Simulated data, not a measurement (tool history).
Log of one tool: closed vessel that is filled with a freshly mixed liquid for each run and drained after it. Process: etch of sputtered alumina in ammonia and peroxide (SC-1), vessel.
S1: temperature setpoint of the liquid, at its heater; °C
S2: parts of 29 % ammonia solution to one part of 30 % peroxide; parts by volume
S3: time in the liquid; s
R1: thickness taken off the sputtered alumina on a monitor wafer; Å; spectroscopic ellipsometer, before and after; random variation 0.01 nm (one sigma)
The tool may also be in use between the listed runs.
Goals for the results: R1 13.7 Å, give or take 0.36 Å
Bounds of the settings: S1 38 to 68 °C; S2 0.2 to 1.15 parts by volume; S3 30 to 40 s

run	hour	S1	S2	S3	R1
1	0	52	0.65	40	38.195
2	5.4	50.5	0.6	40	35.151
3	8.6	50.5	0.6	30	25.836
4	9.9	50.5	0.6	30	26.237
5	14.2	47	0.6	30	21.427
6	15.5	52	0.6	30	28.06
7	19.4	50.5	0.6	30	25.621
8	27.9	49	0.6	30	23.805
9	32.3	48	0.6	30	22.686
10	35.3	47	0.6	30	21.497
11	42.7	46	0.6	30	20.281
12	50.6	45	0.6	30	18.889
13	54.5	45	0.6	30	18.849
14	57.3	45	0.6	30	18.7
15	62.8	45	0.6	30	19.198
16	70.1	44.5	0.6	30	18.717
17	74.3	44	0.6	30	18.131
18	82.1	43.5	0.6	30	17.576
19	84.8	43	0.6	30	17.034
20	88.8	42.5	0.6	30	16.567
21	93	42	0.6	30	16.08
22	100.6	41.5	0.6	30	15.607
23	107.7	38.5	0.6	30	13.088

Which of these 4 next moves meets every target?
A	114.8	38	0.65	30	?
B	114.8	39	0.7	30	?
C	114.8	38	0.75	30	?
D	114.8	40.5	0.6	30	?

move	R1
A	12.853
B	13.739
C	13.03
D	14.794
A: misses by more than the last run did
B: all results land within tolerance of their targets
C: misses by more than the last run did
D: pushes the last run's worst result past its target
Correct choice: B, which meets every target
